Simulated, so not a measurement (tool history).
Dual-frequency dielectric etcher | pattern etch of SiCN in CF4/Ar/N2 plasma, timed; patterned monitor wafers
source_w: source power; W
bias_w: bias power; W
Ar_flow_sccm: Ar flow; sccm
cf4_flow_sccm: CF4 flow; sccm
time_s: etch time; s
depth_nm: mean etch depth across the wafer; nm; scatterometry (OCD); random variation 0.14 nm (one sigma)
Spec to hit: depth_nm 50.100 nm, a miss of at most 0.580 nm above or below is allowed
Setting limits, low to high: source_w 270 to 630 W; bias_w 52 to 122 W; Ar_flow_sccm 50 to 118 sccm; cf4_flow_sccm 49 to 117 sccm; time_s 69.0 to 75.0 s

{"run": 1, "hour": 0.0, "source_w": 450, "bias_w": 87, "Ar_flow_sccm": 84, "cf4_flow_sccm": 83, "time_s": 75.0, "depth_nm": 73.028}
{"run": 2, "hour": 0.8, "source_w": 450, "bias_w": 87, "Ar_flow_sccm": 75, "cf4_flow_sccm": 83, "time_s": 75.0, "depth_nm": 74.296}
{"run": 3, "hour": 9.6, "source_w": 400, "bias_w": 84, "Ar_flow_sccm": 75, "cf4_flow_sccm": 83, "time_s": 75.0, "depth_nm": 67.933}
{"run": 4, "hour": 11.0, "source_w": 470, "bias_w": 84, "Ar_flow_sccm": 75, "cf4_flow_sccm": 83, "time_s": 75.0, "depth_nm": 76.845}
{"run": 5, "hour": 13.7, "source_w": 470, "bias_w": 84, "Ar_flow_sccm": 75, "cf4_flow_sccm": 78, "time_s": 75.0, "depth_nm": 76.137}
{"run": 6, "hour": 22.0, "source_w": 410, "bias_w": 79, "Ar_flow_sccm": 76, "cf4_flow_sccm": 78, "time_s": 75.0, "depth_nm": 67.923}
{"run": 7, "hour": 30.7, "source_w": 370, "bias_w": 72, "Ar_flow_sccm": 78, "cf4_flow_sccm": 78, "time_s": 75.0, "depth_nm": 61.597}
{"run": 8, "hour": 35.5, "source_w": 340, "bias_w": 69, "Ar_flow_sccm": 79, "cf4_flow_sccm": 78, "time_s": 75.0, "depth_nm": 57.315}
{"run": 9, "hour": 39.4, "source_w": 320, "bias_w": 68, "Ar_flow_sccm": 79, "cf4_flow_sccm": 78, "time_s": 75.0, "depth_nm": 55.081}
{"run": 10, "hour": 47.5, "source_w": 310, "bias_w": 68, "Ar_flow_sccm": 79, "cf4_flow_sccm": 78, "time_s": 75.0, "depth_nm": 54.046}
{"run": 11, "hour": 52.0, "source_w": 300, "bias_w": 68, "Ar_flow_sccm": 79, "cf4_flow_sccm": 78, "time_s": 75.0, "depth_nm": 52.529}
{"run": 12, "hour": 58.3, "source_w": 290, "bias_w": 68, "Ar_flow_sccm": 79, "cf4_flow_sccm": 78, "time_s": 75.0, "depth_nm": 51.463}
{"run": 13, "hour": 63.4, "source_w": 270, "bias_w": 68, "Ar_flow_sccm": 79, "cf4_flow_sccm": 78, "time_s": 75.0, "depth_nm": 49.328}

5 next moves are on the table. One of them brings every result within its allowed miss. Which?
{"run": "A", "hour": 68.5, "source_w": 300, "bias_w": 79, "Ar_flow_sccm": 86, "cf4_flow_sccm": 66, "time_s": 72.0, "depth_nm": "?"}
{"run": "B", "hour": 68.5, "source_w": 270, "bias_w": 71, "Ar_flow_sccm": 75, "cf4_flow_sccm": 69, "time_s": 74.0, "depth_nm": "?"}
{"run": "C", "hour": 68.5, "source_w": 270, "bias_w": 68, "Ar_flow_sccm": 67, "cf4_flow_sccm": 96, "time_s": 70.5, "depth_nm": "?"}
{"run": "D", "hour": 68.5, "source_w": 270, "bias_w": 82, "Ar_flow_sccm": 74, "cf4_flow_sccm": 74, "time_s": 70.5, "depth_nm": "?"}
{"run": "E", "hour": 68.5, "source_w": 270, "bias_w": 65, "Ar_flow_sccm": 83, "cf4_flow_sccm": 77, "time_s": 75.0, "depth_nm": "?"}

move=A depth_nm=50.463
move=B depth_nm=48.890
move=C depth_nm=48.806
move=D depth_nm=48.524
move=E depth_nm=48.322
A: hits every target within its allowed miss
B: misses by more than the last run did
C: misses by more than the last run did
D: misses by more than the last run did
E: misses by more than the last run did
A meets every target.
